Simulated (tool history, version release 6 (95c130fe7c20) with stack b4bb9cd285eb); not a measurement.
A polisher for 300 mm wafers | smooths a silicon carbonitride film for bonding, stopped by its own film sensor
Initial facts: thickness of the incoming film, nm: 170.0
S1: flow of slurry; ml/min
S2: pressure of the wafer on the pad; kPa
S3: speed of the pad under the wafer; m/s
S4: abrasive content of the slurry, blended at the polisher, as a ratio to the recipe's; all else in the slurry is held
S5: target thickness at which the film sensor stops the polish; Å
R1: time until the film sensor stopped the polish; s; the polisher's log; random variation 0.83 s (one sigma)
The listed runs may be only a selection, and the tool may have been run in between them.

Run 1, day 0: S1 145 ml/min, S2 15.2 kPa, S3 1.12 m/s, S4 1, S5 1440 Å. Result: R1 75.827 s.
Run 2, day 0.167: S1 145 ml/min, S2 15.9 kPa, S3 1.12 m/s, S4 1, S5 1440 Å. Result: R1 72.391 s.
Run 3, day 0.192: S1 145 ml/min, S2 16.5 kPa, S3 1.12 m/s, S4 1, S5 1440 Å. Result: R1 70.6 s.
Run 4, day 0.317: S1 145 ml/min, S2 16.5 kPa, S3 1.12 m/s, S4 1, S5 1420 Å. Result: R1 78.647 s.
Run 5, day 0.554: S1 120 ml/min, S2 16.5 kPa, S3 1.12 m/s, S4 1, S5 1420 Å. Result: R1 78.27 s.
At day 0.588: worn pad replaced by a new one.
Run 6, day 0.588: S1 120 ml/min, S2 17.9 kPa, S3 1.14 m/s, S4 1, S5 1420 Å. Result: R1 66.887 s.

Expected results for the next run?
Run 7, day 0.942: S1 120 ml/min, S2 18.6 kPa, S3 1.14 m/s, S4 1, S5 1420 Å. Result: R1 ?.

R1: 63.478 s
